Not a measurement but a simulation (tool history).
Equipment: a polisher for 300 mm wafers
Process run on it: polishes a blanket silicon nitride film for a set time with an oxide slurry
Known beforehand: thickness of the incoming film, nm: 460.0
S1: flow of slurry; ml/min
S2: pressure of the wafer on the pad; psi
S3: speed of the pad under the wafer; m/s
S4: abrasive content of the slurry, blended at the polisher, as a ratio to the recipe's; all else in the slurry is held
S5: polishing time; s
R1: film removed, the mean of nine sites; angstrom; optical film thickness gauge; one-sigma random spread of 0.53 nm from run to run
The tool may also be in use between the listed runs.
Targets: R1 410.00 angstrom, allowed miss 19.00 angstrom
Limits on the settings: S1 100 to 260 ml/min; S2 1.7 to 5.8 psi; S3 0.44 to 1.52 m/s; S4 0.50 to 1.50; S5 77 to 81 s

{"run": 1, "hour": 0.0, "S1": 165, "S2": 3.7, "S3": 0.98, "S4": 1.0, "S5": 77, "R1": 574.26}
{"run": 2, "hour": 5.7, "S1": 165, "S2": 3.7, "S3": 0.98, "S4": 0.95, "S5": 77, "R1": 552.14}
{"run": 3, "hour": 9.6, "S1": 165, "S2": 3.7, "S3": 0.98, "S4": 0.95, "S5": 77, "R1": 548.91}
{"run": 4, "hour": 10.4, "S1": 165, "S2": 3.7, "S3": 0.98, "S4": 1.1, "S5": 77, "R1": 616.5}
{"run": 5, "hour": 17.2, "S1": 165, "S2": 3.2, "S3": 0.96, "S4": 1.1, "S5": 77, "R1": 526.61}
{"run": 6, "hour": 24.0, "S1": 165, "S2": 2.9, "S3": 0.96, "S4": 1.1, "S5": 77, "R1": 484.44}
{"run": 7, "hour": 31.3, "S1": 165, "S2": 2.7, "S3": 0.96, "S4": 1.1, "S5": 77, "R1": 441.04}
{"hour": 33.7, "done": "slurry nozzle cleaned"}
{"run": 8, "hour": 33.7, "S1": 165, "S2": 2.6, "S3": 0.96, "S4": 1.1, "S5": 77, "R1": 447.06}

Below are 4 possible settings for the next run. Only one of them brings all results inside the allowed miss of their targets. Which is it?
{"run": "A", "hour": 36.1, "S1": 175, "S2": 2.7, "S3": 1.0, "S4": 1.0, "S5": 81, "R1": "?"}
{"run": "B", "hour": 36.1, "S1": 180, "S2": 3.0, "S3": 0.84, "S4": 1.2, "S5": 81, "R1": "?"}
{"run": "C", "hour": 36.1, "S1": 170, "S2": 2.8, "S3": 1.22, "S4": 1.0, "S5": 77, "R1": "?"}
{"run": "D", "hour": 36.1, "S1": 155, "S2": 2.6, "S3": 0.96, "S4": 1.0, "S5": 78, "R1": "?"}

move=A R1=466.65
move=B R1=516.60
move=C R1=523.37
move=D R1=416.07
A: its largest miss is bigger than the last run's
B: its largest miss is bigger than the last run's
C: its largest miss is bigger than the last run's
D: every result within its allowed miss
Go with D: it meets all targets.

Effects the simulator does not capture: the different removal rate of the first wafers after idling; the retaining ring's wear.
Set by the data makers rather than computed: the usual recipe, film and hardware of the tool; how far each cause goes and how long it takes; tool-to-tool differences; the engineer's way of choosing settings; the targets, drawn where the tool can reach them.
